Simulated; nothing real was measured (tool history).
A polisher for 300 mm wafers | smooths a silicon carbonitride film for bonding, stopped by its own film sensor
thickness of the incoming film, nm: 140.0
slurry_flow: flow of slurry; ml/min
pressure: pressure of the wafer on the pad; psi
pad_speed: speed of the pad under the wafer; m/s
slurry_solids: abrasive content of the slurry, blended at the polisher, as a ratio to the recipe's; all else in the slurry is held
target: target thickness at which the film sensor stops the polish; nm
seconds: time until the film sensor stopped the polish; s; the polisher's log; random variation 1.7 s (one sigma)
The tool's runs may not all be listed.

run,hour,slurry_flow,pressure,pad_speed,slurry_solids,target,seconds
1,0,155,2.1,0.9,1,121,86.45
2,6.4,155,2,0.9,1,121,93.935
3,9.4,155,2,1.04,1,121,82.973
4,16.6,155,1.9,1.04,1,121,88.873
5,25,155,1.9,1.04,0.9,121,92.784
6,25.8,155,1.9,1.04,0.9,122,87.396

The next listed run, before its measurement:
7,33.3,155,1.8,1.04,0.9,122,?

{"run 7": {"seconds": 89.7}}
